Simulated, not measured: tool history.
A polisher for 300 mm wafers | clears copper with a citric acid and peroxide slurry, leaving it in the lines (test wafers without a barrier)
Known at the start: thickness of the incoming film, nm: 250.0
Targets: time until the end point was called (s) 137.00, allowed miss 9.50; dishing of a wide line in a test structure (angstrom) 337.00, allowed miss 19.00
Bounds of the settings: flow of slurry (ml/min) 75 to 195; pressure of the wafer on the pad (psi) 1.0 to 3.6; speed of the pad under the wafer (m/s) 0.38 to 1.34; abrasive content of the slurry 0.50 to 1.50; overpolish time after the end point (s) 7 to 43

run	hour	flow of slurry (ml/min)	pressure of the wafer on the pad (psi)	speed of the pad under the wafer (m/s)	abrasive content of the slurry	overpolish time after the end point (s)	time until the end point was called (s)	dishing of a wide line in a test structure (angstrom)
1	0.0	125	2.3	0.86	1.00	22	145.94	246.68
2	2.8	125	2.3	0.98	1.00	22	130.00	264.29
3	4.9	125	2.3	0.98	0.80	22	132.55	258.38
4	6.3	125	2.3	0.98	0.80	14	135.64	171.73
5	8.1	125	2.3	0.96	0.80	16	139.81	190.96
6	9.0	125	2.3	0.94	0.80	18	137.40	209.42
7	16.9	125	2.3	0.92	0.80	20	139.15	221.84
8	23.9	125	2.3	0.92	0.80	22	143.33	241.18
9	32.7	125	2.3	0.92	0.80	23	138.53	247.90
10	33.6	125	2.3	0.92	0.80	23	145.91	254.93
11	41.4	125	2.3	0.92	0.80	24	148.74	259.13
12	44.0	125	2.3	0.92	0.80	25	140.16	273.88
13	52.6	125	2.3	0.92	0.80	26	145.57	275.12
14	59.9	125	2.3	0.92	0.80	27	141.25	283.75

Which of these 5 next moves meets every target?
A	67.2	115	2.5	1.10	0.80	30	?	?
B	67.2	140	2.6	0.94	0.90	34	?	?
C	67.2	100	2.2	0.96	1.10	19	?	?
D	67.2	155	2.4	0.92	0.70	37	?	?
E	67.2	120	2.3	0.96	0.95	31	?	?

move	time until the end point was called (s)	dishing of a wide line in a test structure (angstrom)
A	113.55	364.26
B	119.95	382.94
C	139.95	220.33
D	137.95	367.53
E	134.12	331.07
A: takes the result that was furthest off past its target
B: takes the result that was furthest off past its target
C: further off than the last run
D: takes the result that was furthest off past its target
E: meets every target
Answer: E

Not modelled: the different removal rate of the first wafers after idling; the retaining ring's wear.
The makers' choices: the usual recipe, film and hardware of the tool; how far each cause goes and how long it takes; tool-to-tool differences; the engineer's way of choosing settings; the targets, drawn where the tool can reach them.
